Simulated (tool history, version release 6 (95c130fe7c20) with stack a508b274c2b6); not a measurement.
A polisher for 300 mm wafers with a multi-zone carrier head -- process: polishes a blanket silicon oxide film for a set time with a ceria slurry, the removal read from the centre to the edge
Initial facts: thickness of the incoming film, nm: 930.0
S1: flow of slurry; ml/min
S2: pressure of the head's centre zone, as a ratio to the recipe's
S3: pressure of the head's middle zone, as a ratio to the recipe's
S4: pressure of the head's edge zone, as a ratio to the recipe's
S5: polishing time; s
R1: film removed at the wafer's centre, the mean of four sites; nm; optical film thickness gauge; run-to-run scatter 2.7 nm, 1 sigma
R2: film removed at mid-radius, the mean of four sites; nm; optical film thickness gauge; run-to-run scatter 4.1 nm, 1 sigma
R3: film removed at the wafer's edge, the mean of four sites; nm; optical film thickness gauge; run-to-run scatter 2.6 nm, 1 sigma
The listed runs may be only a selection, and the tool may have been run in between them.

run 1 day=0.000 | S1=135 S2=1.00 S3=1.00 S4=1.00 S5=66 | R1=294.46 R2=304.96 R3=287.57
run 2 day=0.183 | S1=145 S2=1.00 S3=1.02 S4=1.04 S5=67 | R1=302.41 R2=315.03 R3=299.43
run 3 day=0.292 | S1=155 S2=0.99 S3=1.04 S4=1.07 S5=68 | R1=311.04 R2=326.37 R3=311.70
run 4 day=0.529 | S1=155 S2=0.99 S3=1.12 S4=1.07 S5=68 | R1=310.07 R2=346.98 R3=312.56
run 5 day=0.683 | S1=165 S2=0.99 S3=1.12 S4=1.10 S5=68 | R1=317.62 R2=350.12 R3=322.02
run 6 day=0.821 | S1=170 S2=0.98 S3=1.12 S4=1.12 S5=68 | R1=314.46 R2=345.88 R3=324.97
run 7 day=1.175 | S1=175 S2=0.98 S3=1.13 S4=1.13 S5=68 | R1=313.28 R2=352.70 R3=324.35

Expected results for the next run?
run 8 day=1.296 | S1=175 S2=0.98 S3=1.13 S4=1.14 S5=69 | R1=? R2=? R3=?

R1: 323.82 nm
R2: 359.90 nm
R3: 335.04 nm

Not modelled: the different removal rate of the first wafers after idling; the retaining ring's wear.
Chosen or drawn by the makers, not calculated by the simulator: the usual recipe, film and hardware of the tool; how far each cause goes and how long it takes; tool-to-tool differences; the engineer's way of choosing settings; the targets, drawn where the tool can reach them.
